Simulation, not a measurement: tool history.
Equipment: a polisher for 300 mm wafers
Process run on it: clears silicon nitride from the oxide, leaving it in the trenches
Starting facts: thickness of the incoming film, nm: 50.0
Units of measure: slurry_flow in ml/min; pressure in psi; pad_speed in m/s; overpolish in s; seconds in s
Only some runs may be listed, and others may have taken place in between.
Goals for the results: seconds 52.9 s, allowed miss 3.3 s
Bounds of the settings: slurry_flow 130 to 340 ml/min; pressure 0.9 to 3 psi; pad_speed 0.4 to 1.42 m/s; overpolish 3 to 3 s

run 1 hour=0 | slurry_flow=220 pressure=1.9 pad_speed=0.9 overpolish=3 | seconds=93.755
run 2 hour=7.3 | slurry_flow=220 pressure=2.1 pad_speed=0.92 overpolish=3 | seconds=86.464
run 3 hour=16.3 | slurry_flow=220 pressure=2.3 pad_speed=0.96 overpolish=3 | seconds=75.094
run 4 hour=20.1 | slurry_flow=220 pressure=2.1 pad_speed=0.96 overpolish=3 | seconds=81.083
run 5 hour=21.5 | slurry_flow=220 pressure=2.3 pad_speed=0.98 overpolish=3 | seconds=72.061
run 6 hour=25.3 | slurry_flow=220 pressure=2.3 pad_speed=0.98 overpolish=3 | seconds=74.111
run 7 hour=26.1 | slurry_flow=220 pressure=2.5 pad_speed=1 overpolish=3 | seconds=67.206
run 8 hour=34.3 | slurry_flow=220 pressure=2.6 pad_speed=1.02 overpolish=3 | seconds=63.751
run 9 hour=42.9 | slurry_flow=220 pressure=2.7 pad_speed=1.04 overpolish=3 | seconds=58.388
run 10 hour=49.7 | slurry_flow=220 pressure=2.8 pad_speed=1.04 overpolish=3 | seconds=56.753

Which one of the following 5 next-run settings gets every result inside its allowed miss? There is exactly one.
run A hour=56.5 | slurry_flow=210 pressure=2.8 pad_speed=1.12 overpolish=3 | seconds=?
run B hour=56.5 | slurry_flow=280 pressure=2.8 pad_speed=0.94 overpolish=3 | seconds=?
run C hour=56.5 | slurry_flow=135 pressure=2.6 pad_speed=1.16 overpolish=3 | seconds=?
run D hour=56.5 | slurry_flow=250 pressure=3 pad_speed=1.24 overpolish=3 | seconds=?
run E hour=56.5 | slurry_flow=210 pressure=2.7 pad_speed=1.04 overpolish=3 | seconds=?

move=A seconds=54.029
move=B seconds=61.916
move=C seconds=60.662
move=D seconds=44.854
move=E seconds=60.08
A: every result within its allowed miss
B: misses by more than the last run did
C: misses by more than the last run did
D: takes the result that was furthest off past its target
E: misses by more than the last run did
The move that meets every target is A.
